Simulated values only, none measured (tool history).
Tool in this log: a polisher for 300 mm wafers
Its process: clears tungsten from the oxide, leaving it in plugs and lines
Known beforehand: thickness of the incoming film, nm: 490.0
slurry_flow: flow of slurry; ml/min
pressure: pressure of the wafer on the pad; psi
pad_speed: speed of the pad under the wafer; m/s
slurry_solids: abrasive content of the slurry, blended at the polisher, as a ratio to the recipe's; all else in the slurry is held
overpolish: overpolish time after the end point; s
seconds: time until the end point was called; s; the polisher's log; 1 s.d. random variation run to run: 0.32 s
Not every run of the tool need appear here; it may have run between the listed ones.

run,hour,slurry_flow,pressure,pad_speed,slurry_solids,overpolish,seconds
1,0,205,4.7,1.04,1,8,72.453
2,8.9,205,4.7,1.04,1,8,73.538
3,17,180,4.7,1.04,1,8,74.329
4,18.2,180,5.7,1.04,1,8,61.102
5,19,180,5.7,1.04,1.2,8,59.43
6,21.6,150,5.7,1.04,1.2,8,59.303
7,23,150,6.2,1.1,1.2,8,51.573
8,24.5,150,6.5,1.16,1.2,8,47.922
9,33.3,150,6.8,1.24,1.2,8,42.646
10,34.1,150,7,1.28,1.2,8,40.183
11,35.2,150,7.1,1.32,1.2,8,38.88

What will run 12 give?
12,43.7,150,7.2,1.36,1.2,8,?

Run 12 yielded seconds 37.231 s.

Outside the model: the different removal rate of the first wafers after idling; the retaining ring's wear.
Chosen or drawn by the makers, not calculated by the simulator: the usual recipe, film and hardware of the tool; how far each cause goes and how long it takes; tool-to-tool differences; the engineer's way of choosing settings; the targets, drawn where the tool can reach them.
